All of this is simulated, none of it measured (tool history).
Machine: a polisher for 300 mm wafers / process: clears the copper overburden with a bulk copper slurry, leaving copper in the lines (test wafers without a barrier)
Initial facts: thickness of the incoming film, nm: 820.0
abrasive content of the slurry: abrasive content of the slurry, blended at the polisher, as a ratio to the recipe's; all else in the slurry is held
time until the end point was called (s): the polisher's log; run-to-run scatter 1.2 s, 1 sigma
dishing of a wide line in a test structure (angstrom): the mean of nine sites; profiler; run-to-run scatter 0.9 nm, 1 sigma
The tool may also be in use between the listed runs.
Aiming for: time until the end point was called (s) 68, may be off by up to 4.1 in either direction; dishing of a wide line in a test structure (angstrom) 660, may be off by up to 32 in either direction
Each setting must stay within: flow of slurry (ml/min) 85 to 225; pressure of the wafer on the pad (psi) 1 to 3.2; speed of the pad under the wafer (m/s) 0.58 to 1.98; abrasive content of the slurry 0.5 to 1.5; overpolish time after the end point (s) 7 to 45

| run | hour | flow of slurry (ml/min) | pressure of the wafer on the pad (psi) | speed of the pad under the wafer (m/s) | abrasive content of the slurry | overpolish time after the end point (s) | time until the end point was called (s) | dishing of a wide line in a test structure (angstrom) |
|---|---|---|---|---|---|---|---|---|
| 1 | 0 | 145 | 2.1 | 1.28 | 1 | 23 | 84.462 | 744.37 |
| 2 | 4.9 | 145 | 2.1 | 1.28 | 1 | 29 | 87.253 | 800.9 |
| 3 | 12.7 | 145 | 2.5 | 1.28 | 1 | 29 | 72.482 | 894.69 |
| 4 | 20.3 | 145 | 2.5 | 1.28 | 1 | 38 | 72.55 | 900.44 |
| 5 | 21.8 | 150 | 2.3 | 1.36 | 1.05 | 35 | 71.841 | 893.22 |
| 6 | 23.7 | 150 | 2.3 | 1.36 | 1.05 | 45 | 72.886 | 910.27 |
| 7 | 26.7 | 155 | 2.2 | 1.42 | 1.05 | 41 | 72.53 | 890.29 |
| 8 | 34.1 | 160 | 2.1 | 1.48 | 1.05 | 38 | 73.263 | 852.27 |
| 9 | 41.5 | 165 | 2 | 1.52 | 1.05 | 35 | 72.772 | 844.82 |
| 10 | 44.4 | 165 | 1.9 | 1.56 | 1.1 | 32 | 73.94 | 820.73 |
| 11 | 48.8 | 170 | 1.8 | 1.6 | 1.05 | 29 | 75.382 | 809.48 |
| 12 | 51 | 165 | 1.7 | 1.64 | 1.1 | 27 | 78.691 | 762.39 |
| 13 | 52.1 | 165 | 1.7 | 1.68 | 1.15 | 25 | 78.288 | 758.18 |
| 14 | 60.4 | 170 | 1.7 | 1.72 | 1.15 | 23 | 75.516 | 746.73 |
| 15 | 66.7 | 170 | 1.7 | 1.74 | 1.2 | 21 | 74.147 | 737.73 |
| 16 | 73.9 | 170 | 1.7 | 1.76 | 1.2 | 20 | 71.042 | 738.76 |
| 17 | 82.7 | 170 | 1.7 | 1.76 | 1.2 | 19 | 74.083 | 711.23 |
| 18 | 84.6 | 170 | 1.7 | 1.76 | 1.2 | 18 | 71.234 | 709.07 |
| 19 | 91.1 | 170 | 1.7 | 1.76 | 1.2 | 17 | 69.059 | 678.27 |
| 20 | 96.8 | 170 | 1.7 | 1.76 | 1.2 | 16 | 73.304 | 683.33 |

Pick the move, out of 5, that brings all results within their allowed miss; only one does.
| A | 102.5 | 190 | 1.3 | 1.98 | 1.5 | 16 | ? | ? |
| B | 102.5 | 165 | 1.5 | 1.86 | 1.1 | 24 | ? | ? |
| C | 102.5 | 180 | 1.6 | 1.62 | 1 | 28 | ? | ? |
| D | 102.5 | 195 | 1.6 | 1.92 | 1.3 | 14 | ? | ? |
| E | 102.5 | 155 | 1.9 | 1.68 | 1.15 | 19 | ? | ? |

| move | time until the end point was called (s) | dishing of a wide line in a test structure (angstrom) |
|---|---|---|
| A | 80.691 | 615.83 |
| B | 81.475 | 718.78 |
| C | 87.872 | 744.28 |
| D | 70.63 | 644.06 |
| E | 72.746 | 737.91 |
A: misses by more than the last run did
B: misses by more than the last run did
C: misses by more than the last run did
D: all results in spec
E: misses by more than the last run did
The right move is D.
